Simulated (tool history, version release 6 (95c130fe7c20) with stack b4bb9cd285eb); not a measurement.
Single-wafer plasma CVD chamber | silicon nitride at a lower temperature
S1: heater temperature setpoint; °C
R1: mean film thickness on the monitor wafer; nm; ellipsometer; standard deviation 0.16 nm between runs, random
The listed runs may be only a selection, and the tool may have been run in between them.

Run 1, hour 0.0: S1 350 °C, chamber pressure (Torr) 1.42, RF power (W) 350, deposition time (s) 30.9. Result: R1 37.183 nm.
Run 2, hour 2.2: S1 350 °C, chamber pressure (Torr) 1.42, RF power (W) 385, deposition time (s) 30.9. Result: R1 40.141 nm.
Run 3, hour 9.6: S1 350 °C, chamber pressure (Torr) 1.31, RF power (W) 355, deposition time (s) 30.7. Result: R1 36.876 nm.
Run 4, hour 16.1: S1 350 °C, chamber pressure (Torr) 1.31, RF power (W) 380, deposition time (s) 30.7. Result: R1 39.106 nm.
Run 5, hour 19.6: S1 339 °C, chamber pressure (Torr) 1.31, RF power (W) 380, deposition time (s) 30.7. Result: R1 38.806 nm.
Run 6, hour 27.3: S1 339 °C, chamber pressure (Torr) 1.24, RF power (W) 350, deposition time (s) 30.5. Result: R1 35.935 nm.
Run 7, hour 33.5: S1 339 °C, chamber pressure (Torr) 1.18, RF power (W) 330, deposition time (s) 30.4. Result: R1 33.743 nm.

Expected results for the next run?
Run 8, hour 37.6: S1 339 °C, chamber pressure (Torr) 0.90, RF power (W) 285, deposition time (s) 30.1. Result: R1 ?.

{"run 8": {"R1": 27.135}}
